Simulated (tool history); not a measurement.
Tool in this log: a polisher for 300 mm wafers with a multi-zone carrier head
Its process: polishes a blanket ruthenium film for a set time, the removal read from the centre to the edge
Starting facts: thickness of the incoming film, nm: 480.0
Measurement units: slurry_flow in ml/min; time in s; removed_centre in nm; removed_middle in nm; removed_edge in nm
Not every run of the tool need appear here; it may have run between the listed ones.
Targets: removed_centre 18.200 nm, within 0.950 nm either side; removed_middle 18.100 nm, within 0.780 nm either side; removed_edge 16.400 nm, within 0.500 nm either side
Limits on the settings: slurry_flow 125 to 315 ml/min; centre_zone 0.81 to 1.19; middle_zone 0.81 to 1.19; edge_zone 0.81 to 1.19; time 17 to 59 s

run	day	slurry_flow	centre_zone	middle_zone	edge_zone	time	removed_centre	removed_middle	removed_edge
1	0.000	205	1.00	1.00	1.00	38	25.162	25.111	24.369
2	0.121	205	1.00	1.00	0.98	36	23.283	23.118	22.809
3	0.392	205	1.00	1.00	1.04	36	23.091	23.178	23.204
4	0.521	205	1.00	1.00	1.08	36	23.544	22.908	23.797
5	0.742	205	1.01	1.00	1.05	34	21.997	21.942	22.384
6	0.925	205	1.03	1.00	1.02	33	21.959	20.970	20.826
7	1.146	200	1.03	1.00	1.00	32	21.096	20.854	20.271
8	1.438	195	1.03	1.00	0.98	31	20.741	19.685	19.182
9	1.638	165	0.93	1.05	0.88	29	17.039	19.209	17.526
10	1.771	165	0.94	1.04	0.87	29	17.234	19.100	17.663
11	1.875	165	0.95	1.04	0.86	29	17.334	18.552	17.287
12	2.088	165	0.96	1.04	0.85	29	17.598	18.679	17.054
13	2.417	165	0.97	1.04	0.85	29	17.575	18.730	17.256
14	2.733	165	0.98	1.04	0.84	29	17.883	18.877	16.981

Exactly one of the 5 candidate moves below puts every result within its allowed miss. Which one?
A	3.050	240	1.01	1.00	0.81	27	?	?	?
B	3.050	155	1.05	1.17	0.81	28	?	?	?
C	3.050	195	0.96	1.07	0.84	30	?	?	?
D	3.050	145	0.95	1.12	0.81	30	?	?	?
E	3.050	145	0.98	1.03	0.85	30	?	?	?

move	removed_centre	removed_middle	removed_edge
A	18.181	17.462	16.197
B	18.292	19.521	16.049
C	18.781	20.037	17.826
D	17.710	19.935	17.074
E	18.191	18.557	17.330
A: meets every target
B: the furthest-off result lands on target, but another misses its tolerance
C: moves away from the targets compared with the last run
D: moves away from the targets compared with the last run
E: moves away from the targets compared with the last run
Go with A: it meets all targets.
